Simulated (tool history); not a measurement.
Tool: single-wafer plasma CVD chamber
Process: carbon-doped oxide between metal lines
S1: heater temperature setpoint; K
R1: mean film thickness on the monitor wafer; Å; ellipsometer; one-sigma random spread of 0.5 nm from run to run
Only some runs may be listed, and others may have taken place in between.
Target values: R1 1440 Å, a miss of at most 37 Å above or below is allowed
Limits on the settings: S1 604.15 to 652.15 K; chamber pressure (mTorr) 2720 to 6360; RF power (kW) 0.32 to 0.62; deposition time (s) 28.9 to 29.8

{"run": 1, "hour": 0.0, "S1": 628.15, "chamber pressure (mTorr)": 4540, "RF power (kW)": 0.47, "deposition time (s)": 28.9, "R1": 1209.1}
{"run": 2, "hour": 7.4, "S1": 628.15, "chamber pressure (mTorr)": 4540, "RF power (kW)": 0.47, "deposition time (s)": 28.9, "R1": 1211.2}
{"run": 3, "hour": 14.6, "S1": 628.15, "chamber pressure (mTorr)": 4540, "RF power (kW)": 0.43, "deposition time (s)": 28.9, "R1": 1131.3}
{"run": 4, "hour": 19.9, "S1": 637.15, "chamber pressure (mTorr)": 4540, "RF power (kW)": 0.43, "deposition time (s)": 28.9, "R1": 1105.5}
{"hour": 28.9, "done": "RF generator calibrated"}
{"run": 5, "hour": 28.9, "S1": 637.15, "chamber pressure (mTorr)": 4540, "RF power (kW)": 0.43, "deposition time (s)": 28.9, "R1": 1144.1}
{"run": 6, "hour": 33.3, "S1": 631.15, "chamber pressure (mTorr)": 4540, "RF power (kW)": 0.43, "deposition time (s)": 28.9, "R1": 1174.9}
{"run": 7, "hour": 35.1, "S1": 626.15, "chamber pressure (mTorr)": 4780, "RF power (kW)": 0.465, "deposition time (s)": 29.2, "R1": 1273.4}
{"run": 8, "hour": 40.5, "S1": 626.15, "chamber pressure (mTorr)": 4780, "RF power (kW)": 0.465, "deposition time (s)": 29.2, "R1": 1265.9}

5 candidate next runs follow, results not yet known. Just one meets every target within its allowed miss. Identify it.
{"run": "A", "hour": 45.9, "S1": 625.15, "chamber pressure (mTorr)": 4700, "RF power (kW)": 0.495, "deposition time (s)": 29.8, "R1": "?"}
{"run": "B", "hour": 45.9, "S1": 617.15, "chamber pressure (mTorr)": 5310, "RF power (kW)": 0.52, "deposition time (s)": 29.3, "R1": "?"}
{"run": "C", "hour": 45.9, "S1": 623.15, "chamber pressure (mTorr)": 4870, "RF power (kW)": 0.5, "deposition time (s)": 28.9, "R1": "?"}
{"run": "D", "hour": 45.9, "S1": 630.15, "chamber pressure (mTorr)": 5430, "RF power (kW)": 0.51, "deposition time (s)": 29.2, "R1": "?"}
{"run": "E", "hour": 45.9, "S1": 627.15, "chamber pressure (mTorr)": 5230, "RF power (kW)": 0.51, "deposition time (s)": 28.9, "R1": "?"}

move=A R1=1353.1
move=B R1=1429.8
move=C R1=1335.3
move=D R1=1354.3
move=E R1=1346.5
A: an improvement on the last run, though not all results are within tolerance
B: each result inside its tolerance
C: an improvement on the last run, though not all results are within tolerance
D: an improvement on the last run, though not all results are within tolerance
E: an improvement on the last run, though not all results are within tolerance
The move that meets every target is B.

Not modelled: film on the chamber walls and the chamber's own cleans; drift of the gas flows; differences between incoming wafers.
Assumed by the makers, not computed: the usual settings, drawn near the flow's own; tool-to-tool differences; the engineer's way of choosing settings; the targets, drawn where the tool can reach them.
